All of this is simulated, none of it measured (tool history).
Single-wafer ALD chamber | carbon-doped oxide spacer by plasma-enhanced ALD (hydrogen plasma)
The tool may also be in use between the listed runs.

| run | hour | heater temperature setpoint (deg C) | number of ALD cycles (cycles) | mean film thickness on the monitor wafer (nm) |
|---|---|---|---|---|
| 1 | 0.0 | 395 | 664 | 33.283 |
| 2 | 4.4 | 395 | 603 | 30.206 |
| 3 | 12.4 | 395 | 687 | 34.336 |
| 4 | 15.5 | 395 | 729 | 36.380 |
| 5 | 17.6 | 388 | 729 | 36.585 |
| 6 | 21.3 | 392 | 729 | 36.426 |
| 7 | 26.7 | 392 | 677 | 33.818 |
| 8 | 29.8 | 392 | 637 | 31.745 |
| 9 | 34.0 | 392 | 608 | 30.278 |
| 10 | 39.6 | 392 | 608 | 30.395 |
| 11 | 42.5 | 392 | 585 | 29.242 |

Expected results for the next run?
| 12 | 49.6 | 392 | 568 | ? |

Run 12 produced mean film thickness on the monitor wafer (nm) 28.388.

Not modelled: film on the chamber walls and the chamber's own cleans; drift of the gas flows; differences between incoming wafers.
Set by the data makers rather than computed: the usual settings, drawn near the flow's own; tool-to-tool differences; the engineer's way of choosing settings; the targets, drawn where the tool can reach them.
